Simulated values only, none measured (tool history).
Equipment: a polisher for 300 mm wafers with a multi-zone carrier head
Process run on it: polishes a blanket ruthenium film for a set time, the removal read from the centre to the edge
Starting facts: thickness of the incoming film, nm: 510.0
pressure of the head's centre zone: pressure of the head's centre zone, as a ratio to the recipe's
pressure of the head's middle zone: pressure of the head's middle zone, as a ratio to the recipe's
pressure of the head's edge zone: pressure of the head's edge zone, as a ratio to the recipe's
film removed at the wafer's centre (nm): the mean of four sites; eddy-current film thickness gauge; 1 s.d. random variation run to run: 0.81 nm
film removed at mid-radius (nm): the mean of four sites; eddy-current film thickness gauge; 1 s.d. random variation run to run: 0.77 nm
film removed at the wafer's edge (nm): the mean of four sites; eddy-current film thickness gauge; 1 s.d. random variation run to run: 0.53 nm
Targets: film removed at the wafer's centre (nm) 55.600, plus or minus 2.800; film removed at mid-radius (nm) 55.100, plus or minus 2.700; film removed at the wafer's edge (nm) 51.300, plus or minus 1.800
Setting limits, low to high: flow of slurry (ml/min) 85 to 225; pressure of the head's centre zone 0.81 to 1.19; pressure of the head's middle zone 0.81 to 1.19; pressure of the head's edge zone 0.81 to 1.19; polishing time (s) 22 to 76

run    day  flow of slurry (ml/min)  pressure of the head's centre zone  pressure of the head's middle zone  pressure of the head's edge zone  polishing time (s)  film removed at the wafer's centre (nm)  film removed at mid-radius (nm)  film removed at the wafer's edge (nm)
  1  0.000                      145                                1.00                                1.00                              1.00                  49                                   37.083                           36.827                                 38.394
  2  0.254                      145                                1.00                                0.93                              1.00                  49                                   38.317                           35.060                                 37.343
  3  0.475                      125                                1.00                                0.93                              1.00                  49                                   35.696                           33.813                                 37.165
  4  0.712                      125                                1.00                                0.85                              1.00                  49                                   36.367                           31.089                                 36.673
  5  0.950                      135                                1.01                                0.89                              1.01                  51                                   37.620                           35.234                                 38.195
  6  1.175                      140                                1.02                                0.89                              1.00                  54                                   42.335                           37.634                                 41.335
  7  1.471                      140                                1.02                                0.89                              1.00                  54                                   41.428                           37.885                                 41.112
  8  1.638                      145                                1.03                                0.90                              1.00                  55                                   42.464                           38.780                                 42.391
  9  1.983                      155                                1.04                                0.92                              0.99                  56                                   46.322                           39.398                                 43.844
 10  2.196                      165                                1.03                                0.96                              0.99                  56                                   46.122                           43.063                                 43.793
 11  2.288                      170                                1.04                                0.97                              1.00                  57                                   46.659                           43.495                                 44.622

4 next moves are on the table. One of them brings every result within its allowed miss. Which?
  A  2.379                      200                                1.12                                1.07                              0.93                  70                                        ?                                ?                                      ?
  B  2.379                      165                                0.99                                0.98                              0.98                  71                                        ?                                ?                                      ?
  C  2.379                      225                                0.92                                1.19                              0.85                  63                                        ?                                ?                                      ?
  D  2.379                      175                                1.03                                1.05                              0.95                  67                                        ?                                ?                                      ?

move  film removed at the wafer's centre (nm)  film removed at mid-radius (nm)  film removed at the wafer's edge (nm)
   A                                   63.964                           60.354                                 54.117
   B                                   55.215                           55.037                                 54.993
   C                                   48.145                           60.592                                 47.263
   D                                   54.907                           55.642                                 51.490
A: carries the result that was furthest off beyond its target, to the other side
B: the worst result of the last run now meets its target, but another is out of spec
C: carries the result that was furthest off beyond its target, to the other side
D: meets every target
The right move is D.

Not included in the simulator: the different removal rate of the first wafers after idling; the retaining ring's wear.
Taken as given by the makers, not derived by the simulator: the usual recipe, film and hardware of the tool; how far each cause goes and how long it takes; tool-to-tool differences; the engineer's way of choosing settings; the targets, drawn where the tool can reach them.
